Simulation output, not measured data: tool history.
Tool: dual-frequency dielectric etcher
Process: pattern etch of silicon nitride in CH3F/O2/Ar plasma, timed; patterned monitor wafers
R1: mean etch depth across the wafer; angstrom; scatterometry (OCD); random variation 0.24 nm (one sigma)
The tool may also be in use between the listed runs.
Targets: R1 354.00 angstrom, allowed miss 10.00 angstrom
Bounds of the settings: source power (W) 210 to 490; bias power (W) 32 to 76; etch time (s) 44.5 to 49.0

Run 1, day 0.000: source power (W) 350, bias power (W) 54, etch time (s) 49.0. Result: R1 304.19 angstrom.
Run 2, day 0.254: source power (W) 290, bias power (W) 54, etch time (s) 49.0. Result: R1 282.67 angstrom.
Run 3, day 0.396: source power (W) 290, bias power (W) 46, etch time (s) 49.0. Result: R1 268.39 angstrom.
Run 4, day 0.717: source power (W) 290, bias power (W) 46, etch time (s) 49.0. Result: R1 269.83 angstrom.
Run 5, day 0.746: source power (W) 230, bias power (W) 46, etch time (s) 49.0. Result: R1 249.04 angstrom.
Run 6, day 1.054: source power (W) 210, bias power (W) 46, etch time (s) 49.0. Result: R1 239.75 angstrom.
Run 7, day 1.283: source power (W) 250, bias power (W) 48, etch time (s) 49.0. Result: R1 255.23 angstrom.
Run 8, day 1.517: source power (W) 280, bias power (W) 49, etch time (s) 49.0. Result: R1 269.38 angstrom.
Run 9, day 1.567: source power (W) 310, bias power (W) 50, etch time (s) 49.0. Result: R1 284.14 angstrom.
Run 10, day 1.667: source power (W) 330, bias power (W) 51, etch time (s) 49.0. Result: R1 289.21 angstrom.
Run 11, day 1.796: source power (W) 350, bias power (W) 52, etch time (s) 49.0. Result: R1 300.48 angstrom.
Run 12, day 1.821: source power (W) 370, bias power (W) 53, etch time (s) 49.0. Result: R1 309.18 angstrom.
Run 13, day 2.033: source power (W) 380, bias power (W) 54, etch time (s) 49.0. Result: R1 312.33 angstrom.
Run 14, day 2.242: source power (W) 390, bias power (W) 55, etch time (s) 49.0. Result: R1 316.69 angstrom.
Run 15, day 2.492: source power (W) 400, bias power (W) 56, etch time (s) 49.0. Result: R1 326.25 angstrom.
Run 16, day 2.642: source power (W) 400, bias power (W) 56, etch time (s) 49.0. Result: R1 321.26 angstrom.

Which of these 4 next moves meets every target?
Run A, day 2.792: source power (W) 470, bias power (W) 62, etch time (s) 49.0. Result: R1 ?.
Run B, day 2.792: source power (W) 420, bias power (W) 59, etch time (s) 46.0. Result: R1 ?.
Run C, day 2.792: source power (W) 400, bias power (W) 50, etch time (s) 45.5. Result: R1 ?.
Run D, day 2.792: source power (W) 410, bias power (W) 50, etch time (s) 45.5. Result: R1 ?.

move      R1
   A  355.70
   B  314.75
   C  288.38
   D  291.03
A: meets every target
B: further off than the last run
C: further off than the last run
D: further off than the last run
The right move is A.
